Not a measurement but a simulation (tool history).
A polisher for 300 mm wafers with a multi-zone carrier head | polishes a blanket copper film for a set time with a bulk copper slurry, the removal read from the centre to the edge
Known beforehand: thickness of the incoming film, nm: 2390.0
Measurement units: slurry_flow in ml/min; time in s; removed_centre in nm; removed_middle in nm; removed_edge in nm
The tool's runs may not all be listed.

{"run": 1, "day": 0.0, "slurry_flow": 245, "centre_zone": 1, "middle_zone": 1, "edge_zone": 1, "slurry_solids": 1, "time": 84, "removed_centre": 573.4, "removed_middle": 591.98, "removed_edge": 595.18}
{"run": 2, "day": 0.121, "slurry_flow": 245, "centre_zone": 1.07, "middle_zone": 1, "edge_zone": 1, "slurry_solids": 1, "time": 84, "removed_centre": 614.88, "removed_middle": 599.97, "removed_edge": 583.7}
{"run": 3, "day": 0.417, "slurry_flow": 245, "centre_zone": 1.07, "middle_zone": 1, "edge_zone": 1, "slurry_solids": 0.8, "time": 84, "removed_centre": 580.85, "removed_middle": 551.82, "removed_edge": 550.2}
{"run": 4, "day": 0.717, "slurry_flow": 245, "centre_zone": 1.02, "middle_zone": 1, "edge_zone": 1, "slurry_solids": 0.8, "time": 84, "removed_centre": 556.44, "removed_middle": 562.07, "removed_edge": 558.5}
{"run": 5, "day": 0.867, "slurry_flow": 240, "centre_zone": 1.02, "middle_zone": 1, "edge_zone": 0.99, "slurry_solids": 0.8, "time": 84, "removed_centre": 559.14, "removed_middle": 541.21, "removed_edge": 554.81}
{"run": 6, "day": 1.179, "slurry_flow": 265, "centre_zone": 1.02, "middle_zone": 1, "edge_zone": 0.99, "slurry_solids": 0.8, "time": 84, "removed_centre": 566.85, "removed_middle": 548.23, "removed_edge": 563.13}

Forecast run 7:
{"run": 7, "day": 1.212, "slurry_flow": 255, "centre_zone": 1.02, "middle_zone": 1, "edge_zone": 0.98, "slurry_solids": 0.8, "time": 84, "removed_centre": "?", "removed_middle": "?", "removed_edge": "?"}

Run 7 came out at removed_centre 552.1 nm, removed_middle 557.79 nm, removed_edge 544.42 nm.
